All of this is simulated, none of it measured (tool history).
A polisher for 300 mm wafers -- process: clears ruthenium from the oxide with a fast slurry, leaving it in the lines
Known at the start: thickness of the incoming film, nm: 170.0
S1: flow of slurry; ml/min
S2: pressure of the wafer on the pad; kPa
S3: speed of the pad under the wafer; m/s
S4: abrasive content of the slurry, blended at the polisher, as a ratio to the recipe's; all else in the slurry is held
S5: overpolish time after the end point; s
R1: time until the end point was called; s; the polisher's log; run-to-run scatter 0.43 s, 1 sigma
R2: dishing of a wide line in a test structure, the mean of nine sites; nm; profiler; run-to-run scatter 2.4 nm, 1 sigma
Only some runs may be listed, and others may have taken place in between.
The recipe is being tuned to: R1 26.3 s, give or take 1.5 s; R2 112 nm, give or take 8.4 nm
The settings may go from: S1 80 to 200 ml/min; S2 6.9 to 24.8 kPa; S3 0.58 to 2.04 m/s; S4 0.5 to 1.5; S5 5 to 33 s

{"run": 1, "hour": 0.0, "S1": 130, "S2": 15.9, "S3": 1.3, "S4": 1, "S5": 17, "R1": 35.306, "R2": 65.895}
{"run": 2, "hour": 8.0, "S1": 130, "S2": 13.1, "S3": 1.3, "S4": 1, "S5": 17, "R1": 41.062, "R2": 56.983}
{"run": 3, "hour": 10.7, "S1": 130, "S2": 14.5, "S3": 1.3, "S4": 1, "S5": 18, "R1": 37.727, "R2": 62.55}
{"run": 4, "hour": 18.2, "S1": 140, "S2": 14.5, "S3": 1.3, "S4": 1, "S5": 18, "R1": 37.079, "R2": 63.597}
{"run": 5, "hour": 26.0, "S1": 140, "S2": 11, "S3": 1.3, "S4": 1, "S5": 18, "R1": 48.327, "R2": 52.959}
{"run": 6, "hour": 27.4, "S1": 140, "S2": 11, "S3": 1.3, "S4": 1, "S5": 23, "R1": 47.425, "R2": 64.87}
{"run": 7, "hour": 35.3, "S1": 140, "S2": 12.4, "S3": 1.32, "S4": 1, "S5": 23, "R1": 43.628, "R2": 74.057}
{"run": 8, "hour": 36.9, "S1": 155, "S2": 16.5, "S3": 1.42, "S4": 1, "S5": 18, "R1": 31.093, "R2": 77.72}
{"run": 9, "hour": 38.9, "S1": 155, "S2": 17.2, "S3": 1.42, "S4": 1, "S5": 19, "R1": 29.536, "R2": 82.194}
{"run": 10, "hour": 41.1, "S1": 155, "S2": 17.9, "S3": 1.42, "S4": 1, "S5": 20, "R1": 28.925, "R2": 86.418}
{"run": 11, "hour": 42.2, "S1": 155, "S2": 17.9, "S3": 1.42, "S4": 1, "S5": 21, "R1": 28.6, "R2": 93.383}
{"run": 12, "hour": 46.6, "S1": 155, "S2": 18.6, "S3": 1.44, "S4": 1, "S5": 22, "R1": 27.629, "R2": 99.851}
{"run": 13, "hour": 48.4, "S1": 155, "S2": 18.6, "S3": 1.44, "S4": 1, "S5": 22, "R1": 26.97, "R2": 96.278}
{"run": 14, "hour": 49.1, "S1": 155, "S2": 18.6, "S3": 1.44, "S4": 1, "S5": 23, "R1": 27.345, "R2": 97.875}

Exactly one of the 5 candidate moves below puts every result within its allowed miss. Which one?
{"run": "A", "hour": 49.8, "S1": 150, "S2": 20.7, "S3": 1.36, "S4": 1, "S5": 25, "R1": "?", "R2": "?"}
{"run": "B", "hour": 49.8, "S1": 165, "S2": 19.3, "S3": 1.7, "S4": 1, "S5": 25, "R1": "?", "R2": "?"}
{"run": "C", "hour": 49.8, "S1": 185, "S2": 16.5, "S3": 1.92, "S4": 0.95, "S5": 27, "R1": "?", "R2": "?"}
{"run": "D", "hour": 49.8, "S1": 135, "S2": 20.7, "S3": 1.52, "S4": 1.25, "S5": 26, "R1": "?", "R2": "?"}
{"run": "E", "hour": 49.8, "S1": 175, "S2": 19.3, "S3": 1.54, "S4": 0.75, "S5": 17, "R1": "?", "R2": "?"}

move=A R1=27.461 R2=110.94
move=B R1=23.172 R2=125.68
move=C R1=23.701 R2=130.6
move=D R1=22.69 R2=131.14
move=E R1=29.262 R2=77.514
A: all results land within tolerance of their targets
B: the result that was furthest off in the last run now lies on the other side of its target
C: the result that was furthest off in the last run now lies on the other side of its target
D: the result that was furthest off in the last run now lies on the other side of its target
E: moves away from the targets compared with the last run
Go with A: it meets all targets.
